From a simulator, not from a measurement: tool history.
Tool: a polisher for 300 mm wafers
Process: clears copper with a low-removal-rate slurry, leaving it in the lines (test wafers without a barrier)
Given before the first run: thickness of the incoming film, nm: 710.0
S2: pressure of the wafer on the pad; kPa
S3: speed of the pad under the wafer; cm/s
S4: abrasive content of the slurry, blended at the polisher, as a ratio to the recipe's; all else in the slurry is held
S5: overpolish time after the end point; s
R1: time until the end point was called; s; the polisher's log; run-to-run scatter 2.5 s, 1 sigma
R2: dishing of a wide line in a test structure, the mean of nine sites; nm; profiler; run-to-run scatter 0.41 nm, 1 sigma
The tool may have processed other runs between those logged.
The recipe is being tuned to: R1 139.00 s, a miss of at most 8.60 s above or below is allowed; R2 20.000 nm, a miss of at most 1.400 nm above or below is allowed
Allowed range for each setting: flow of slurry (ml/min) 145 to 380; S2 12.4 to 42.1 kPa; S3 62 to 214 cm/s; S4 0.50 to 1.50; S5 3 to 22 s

{"run": 1, "day": 0.0, "flow of slurry (ml/min)": 245, "S2": 26.9, "S3": 138, "S4": 1.0, "S5": 11, "R1": 131.37, "R2": 40.667}
{"run": 2, "day": 0.354, "flow of slurry (ml/min)": 245, "S2": 26.9, "S3": 138, "S4": 1.0, "S5": 6, "R1": 133.44, "R2": 24.339}
{"run": 3, "day": 0.383, "flow of slurry (ml/min)": 245, "S2": 26.9, "S3": 138, "S4": 0.8, "S5": 6, "R1": 141.7, "R2": 23.488}
{"run": 4, "day": 0.546, "flow of slurry (ml/min)": 245, "S2": 26.9, "S3": 138, "S4": 0.8, "S5": 3, "R1": 141.77, "R2": 12.099}
{"run": 5, "day": 0.679, "flow of slurry (ml/min)": 245, "S2": 26.9, "S3": 166, "S4": 0.8, "S5": 3, "R1": 127.15, "R2": 13.285}
{"run": 6, "day": 0.921, "flow of slurry (ml/min)": 245, "S2": 26.9, "S3": 136, "S4": 0.8, "S5": 3, "R1": 142.77, "R2": 11.702}
{"run": 7, "day": 0.95, "flow of slurry (ml/min)": 245, "S2": 26.9, "S3": 138, "S4": 0.85, "S5": 3, "R1": 134.5, "R2": 12.05}
{"run": 8, "day": 1.238, "flow of slurry (ml/min)": 245, "S2": 26.9, "S3": 140, "S4": 0.85, "S5": 3, "R1": 137.77, "R2": 12.316}

Below are 4 possible settings for the next run. Only one of them brings all results inside the allowed miss of their targets. Which is it?
{"run": "A", "day": 1.525, "flow of slurry (ml/min)": 250, "S2": 26.2, "S3": 140, "S4": 0.9, "S5": 4, "R1": "?", "R2": "?"}
{"run": "B", "day": 1.525, "flow of slurry (ml/min)": 165, "S2": 28.3, "S3": 144, "S4": 1.0, "S5": 4, "R1": "?", "R2": "?"}
{"run": "C", "day": 1.525, "flow of slurry (ml/min)": 265, "S2": 24.1, "S3": 152, "S4": 0.9, "S5": 5, "R1": "?", "R2": "?"}
{"run": "D", "day": 1.525, "flow of slurry (ml/min)": 255, "S2": 26.2, "S3": 134, "S4": 0.9, "S5": 4, "R1": "?", "R2": "?"}

move=A R1=139.83 R2=15.825
move=B R1=133.43 R2=16.552
move=C R1=141.72 R2=19.215
move=D R1=143.21 R2=15.474
A: nearer the targets than the last run, but a result is still out of spec
B: nearer the targets than the last run, but a result is still out of spec
C: hits every target within its allowed miss
D: nearer the targets than the last run, but a result is still out of spec
The move that meets every target is C.
